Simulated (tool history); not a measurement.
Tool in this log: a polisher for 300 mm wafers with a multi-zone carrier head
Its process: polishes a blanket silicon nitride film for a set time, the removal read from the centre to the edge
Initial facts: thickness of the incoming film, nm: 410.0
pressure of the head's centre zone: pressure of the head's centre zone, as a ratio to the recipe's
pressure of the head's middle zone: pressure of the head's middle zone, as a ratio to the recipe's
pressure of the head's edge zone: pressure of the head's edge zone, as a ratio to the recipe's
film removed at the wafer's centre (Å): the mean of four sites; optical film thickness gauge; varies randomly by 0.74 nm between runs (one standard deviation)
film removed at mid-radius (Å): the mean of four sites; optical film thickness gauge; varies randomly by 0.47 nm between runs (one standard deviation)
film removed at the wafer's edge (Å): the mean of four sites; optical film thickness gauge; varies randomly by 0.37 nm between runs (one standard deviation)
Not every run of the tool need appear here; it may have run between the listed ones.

| run | hour | flow of slurry (ml/min) | pressure of the head's centre zone | pressure of the head's middle zone | pressure of the head's edge zone | polishing time (s) | film removed at the wafer's centre (Å) | film removed at mid-radius (Å) | film removed at the wafer's edge (Å) |
|---|---|---|---|---|---|---|---|---|---|
| 1 | 0.0 | 275 | 1.00 | 1.00 | 1.00 | 34 | 600.53 | 605.51 | 608.61 |
| 2 | 8.9 | 275 | 1.02 | 1.01 | 0.98 | 32 | 574.27 | 567.05 | 561.74 |
| 3 | 17.4 | 275 | 1.03 | 1.02 | 0.96 | 31 | 559.77 | 554.06 | 541.60 |
| 4 | 25.4 | 275 | 1.04 | 1.03 | 0.94 | 30 | 556.82 | 539.69 | 511.95 |
| 5 | 31.9 | 275 | 1.04 | 1.03 | 0.92 | 29 | 523.08 | 529.58 | 501.18 |
| 6 | 37.6 | 275 | 1.06 | 1.04 | 0.91 | 28 | 512.09 | 517.83 | 469.15 |
| 7 | 40.4 | 270 | 1.07 | 1.03 | 0.90 | 28 | 524.53 | 503.96 | 477.95 |
| 8 | 45.6 | 305 | 1.14 | 1.10 | 0.83 | 22 | 453.34 | 425.38 | 362.06 |

Predict the results of run 9:
| 9 | 46.9 | 305 | 1.14 | 1.10 | 0.85 | 22 | ? | ? | ? |

For run 9 the tool returned film removed at the wafer's centre (Å) 451.91, film removed at mid-radius (Å) 431.46, film removed at the wafer's edge (Å) 363.64.
